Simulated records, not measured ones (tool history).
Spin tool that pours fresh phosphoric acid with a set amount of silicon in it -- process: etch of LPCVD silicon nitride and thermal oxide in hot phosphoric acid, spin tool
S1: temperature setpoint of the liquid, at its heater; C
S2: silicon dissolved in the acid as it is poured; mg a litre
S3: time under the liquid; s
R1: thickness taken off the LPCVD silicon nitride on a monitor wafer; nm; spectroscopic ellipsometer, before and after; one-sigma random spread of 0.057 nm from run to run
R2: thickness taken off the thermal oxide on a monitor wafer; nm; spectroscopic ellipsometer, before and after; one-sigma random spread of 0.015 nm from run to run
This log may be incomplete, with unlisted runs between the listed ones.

| run | hour | S1 | S2 | S3 | R1 | R2 |
|---|---|---|---|---|---|---|
| 1 | 0.0 | 164.0 | 18.5 | 180 | 18.122 | 0.34695 |
| 2 | 3.4 | 164.0 | 22.0 | 180 | 18.039 | 0.30193 |
| 3 | 11.0 | 164.0 | 22.0 | 215 | 21.684 | 0.34350 |
| 4 | 14.8 | 162.5 | 22.0 | 210 | 20.162 | 0.32700 |
| 5 | 16.8 | 162.5 | 22.0 | 165 | 15.818 | 0.23769 |
| 6 | 17.7 | 162.5 | 18.5 | 165 | 15.767 | 0.27627 |
| 7 | 23.0 | 163.5 | 22.0 | 165 | 16.400 | 0.26088 |
| 8 | 30.8 | 163.5 | 22.0 | 165 | 16.324 | 0.25618 |
| 9 | 38.5 | 164.0 | 23.5 | 165 | 16.581 | 0.31237 |
| 10 | 47.4 | 163.5 | 35.5 | 185 | 18.304 | 0.20865 |
|  | 52.0 | heated supply line repaired |
| 11 | 52.0 | 163.5 | 33.0 | 185 | 20.914 | 0.26963 |

Run 12 has not been measured yet. What should we expect?
| 12 | 56.2 | 162.5 | 30.0 | 185 | ? | ? |

R1: 20.106 nm
R2: 0.26294 nm
